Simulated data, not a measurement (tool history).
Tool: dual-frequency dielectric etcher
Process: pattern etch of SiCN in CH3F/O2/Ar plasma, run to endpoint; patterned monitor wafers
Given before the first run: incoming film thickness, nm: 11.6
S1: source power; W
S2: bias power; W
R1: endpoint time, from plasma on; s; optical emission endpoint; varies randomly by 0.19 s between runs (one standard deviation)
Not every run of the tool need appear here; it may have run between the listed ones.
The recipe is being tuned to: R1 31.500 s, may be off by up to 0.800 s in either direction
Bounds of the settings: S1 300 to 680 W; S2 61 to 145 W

run 1 hour=0.0 | S1=490 S2=103 | R1=26.050
run 2 hour=8.5 | S1=470 S2=101 | R1=26.952
run 3 hour=10.4 | S1=420 S2=101 | R1=27.696
run 4 hour=13.7 | S1=410 S2=99 | R1=28.211
run 5 hour=19.5 | S1=400 S2=98 | R1=28.069
run 6 hour=22.9 | S1=460 S2=98 | R1=27.455
run 7 hour=25.7 | S1=450 S2=96 | R1=27.485
run 8 hour=29.4 | S1=430 S2=94 | R1=27.820
run 9 hour=33.6 | S1=410 S2=91 | R1=28.505
run 10 hour=35.5 | S1=410 S2=91 | R1=28.562
run 11 hour=40.8 | S1=400 S2=89 | R1=28.984

Below are 5 possible settings for the next run. Only one of them brings all results inside the allowed miss of their targets. Which is it?
run A hour=46.1 | S1=380 S2=79 | R1=?
run B hour=46.1 | S1=370 S2=95 | R1=?
run C hour=46.1 | S1=360 S2=93 | R1=?
run D hour=46.1 | S1=350 S2=70 | R1=?
run E hour=46.1 | S1=330 S2=61 | R1=?

move=A R1=30.022
move=B R1=29.120
move=C R1=29.479
move=D R1=31.441
move=E R1=32.745
A: better than the last run, though not everything is in spec
B: better than the last run, though not everything is in spec
C: better than the last run, though not everything is in spec
D: every result lands within tolerance
E: takes the result that was furthest off past its target
D is the move that brings every result within its allowed miss.

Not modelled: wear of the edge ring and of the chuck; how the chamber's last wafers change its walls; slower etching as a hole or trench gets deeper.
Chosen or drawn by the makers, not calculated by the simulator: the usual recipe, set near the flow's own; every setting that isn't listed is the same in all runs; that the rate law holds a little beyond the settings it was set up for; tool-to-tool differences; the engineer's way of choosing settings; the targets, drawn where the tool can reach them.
